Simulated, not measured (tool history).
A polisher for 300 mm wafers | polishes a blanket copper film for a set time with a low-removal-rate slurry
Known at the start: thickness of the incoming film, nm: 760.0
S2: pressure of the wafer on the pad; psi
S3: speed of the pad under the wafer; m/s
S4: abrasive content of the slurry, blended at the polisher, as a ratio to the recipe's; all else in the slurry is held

{"run": 1, "hour": 0.0, "flow of slurry (ml/min)": 285, "S2": 3.1, "S3": 1.02, "S4": 1.0, "polishing time (s)": 26, "film removed (Å)": 789.72}
{"run": 2, "hour": 5.7, "flow of slurry (ml/min)": 285, "S2": 3.1, "S3": 0.8, "S4": 1.0, "polishing time (s)": 26, "film removed (Å)": 629.06}
{"run": 3, "hour": 10.4, "flow of slurry (ml/min)": 285, "S2": 3.1, "S3": 0.8, "S4": 1.0, "polishing time (s)": 23, "film removed (Å)": 553.28}
{"run": 4, "hour": 14.8, "flow of slurry (ml/min)": 285, "S2": 3.3, "S3": 0.84, "S4": 1.0, "polishing time (s)": 23, "film removed (Å)": 612.69}
{"run": 5, "hour": 18.5, "flow of slurry (ml/min)": 285, "S2": 3.5, "S3": 0.88, "S4": 1.0, "polishing time (s)": 23, "film removed (Å)": 670.96}
{"run": 6, "hour": 23.9, "flow of slurry (ml/min)": 285, "S2": 3.5, "S3": 0.78, "S4": 1.0, "polishing time (s)": 23, "film removed (Å)": 602.3}
{"run": 7, "hour": 27.0, "flow of slurry (ml/min)": 295, "S2": 4.4, "S3": 1.06, "S4": 1.05, "polishing time (s)": 23, "film removed (Å)": 1002.8}

Run 8 comes next. What will it give?
{"run": 8, "hour": 35.7, "flow of slurry (ml/min)": 295, "S2": 4.5, "S3": 1.08, "S4": 1.05, "polishing time (s)": 23, "film removed (Å)": "?"}

Run 8 gave film removed (Å) 1026.40.

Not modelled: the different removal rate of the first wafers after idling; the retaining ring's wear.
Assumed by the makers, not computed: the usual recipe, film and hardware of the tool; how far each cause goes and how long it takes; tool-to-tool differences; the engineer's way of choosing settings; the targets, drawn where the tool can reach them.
